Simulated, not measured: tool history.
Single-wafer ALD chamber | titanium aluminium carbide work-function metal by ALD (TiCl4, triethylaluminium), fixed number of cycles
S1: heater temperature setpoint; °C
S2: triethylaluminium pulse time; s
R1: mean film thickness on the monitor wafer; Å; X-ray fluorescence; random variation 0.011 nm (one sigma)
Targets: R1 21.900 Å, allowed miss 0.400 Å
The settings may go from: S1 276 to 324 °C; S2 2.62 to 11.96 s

| run | day | S1 | S2 | R1 |
|---|---|---|---|---|
| 1 | 0.000 | 300 | 7.29 | 20.005 |
| 2 | 0.312 | 303 | 7.47 | 20.089 |
| 3 | 0.446 | 293 | 7.47 | 19.134 |
| 4 | 0.667 | 297 | 7.66 | 19.783 |
| 5 | 0.904 | 297 | 6.52 | 18.922 |
| 6 | 1.071 | 306 | 6.52 | 19.891 |
| 7 | 1.279 | 309 | 6.68 | 20.166 |
| 8 | 1.592 | 312 | 6.89 | 20.722 |
| 9 | 1.783 | 312 | 6.89 | 20.743 |
| 10 | 1.838 | 314 | 6.97 | 20.981 |
| 11 | 2.204 | 314 | 6.97 | 20.930 |
| 12 | 2.308 | 316 | 7.04 | 21.322 |

5 next moves are on the table. One of them brings every result within its allowed miss. Which?
| A | 2.412 | 307 | 8.69 | ? |
| B | 2.412 | 319 | 7.73 | ? |
| C | 2.412 | 324 | 7.90 | ? |
| D | 2.412 | 324 | 9.16 | ? |
| E | 2.412 | 321 | 9.20 | ? |

| move | R1 |
|---|---|
| A | 20.979 |
| B | 21.783 |
| C | 22.369 |
| D | 22.877 |
| E | 22.580 |
A: further off than the last run
B: meets every target
C: takes the result that was furthest off past its target
D: takes the result that was furthest off past its target
E: takes the result that was furthest off past its target
Answer: B

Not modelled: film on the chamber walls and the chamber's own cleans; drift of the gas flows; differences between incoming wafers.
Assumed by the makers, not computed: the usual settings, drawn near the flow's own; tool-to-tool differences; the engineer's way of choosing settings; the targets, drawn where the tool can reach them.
